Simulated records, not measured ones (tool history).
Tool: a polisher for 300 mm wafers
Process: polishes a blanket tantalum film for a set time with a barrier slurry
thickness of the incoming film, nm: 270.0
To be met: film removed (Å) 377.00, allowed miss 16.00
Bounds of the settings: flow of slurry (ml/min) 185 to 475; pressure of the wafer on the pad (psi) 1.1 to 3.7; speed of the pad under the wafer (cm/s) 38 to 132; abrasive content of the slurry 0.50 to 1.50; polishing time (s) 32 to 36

run	hour	flow of slurry (ml/min)	pressure of the wafer on the pad (psi)	speed of the pad under the wafer (cm/s)	abrasive content of the slurry	polishing time (s)	film removed (Å)
1	0.0	305	2.4	84	1.00	36	508.35
2	8.5	305	2.9	84	1.00	36	595.80
3	16.1	305	2.6	82	1.00	36	528.98
4	22.8	305	3.0	82	1.00	36	617.65
5	25.4	305	2.7	82	1.00	36	545.41
6	33.0	305	2.7	82	1.10	36	568.45
7	40.9	305	2.7	82	1.10	36	576.11
8	47.6	305	2.4	82	1.10	36	503.29

Which of these 4 next moves meets every target?
A	54.3	345	2.1	72	1.25	32	?
B	54.3	320	1.9	78	1.20	36	?
C	54.3	290	2.7	92	1.10	35	?
D	54.3	285	2.1	76	1.15	36	?

move	film removed (Å)
A	375.21
B	397.19
C	586.78
D	418.66
A: meets every target
B: nearer than the last run, and not there yet
C: further off than the last run
D: nearer than the last run, and not there yet
The right move is A.
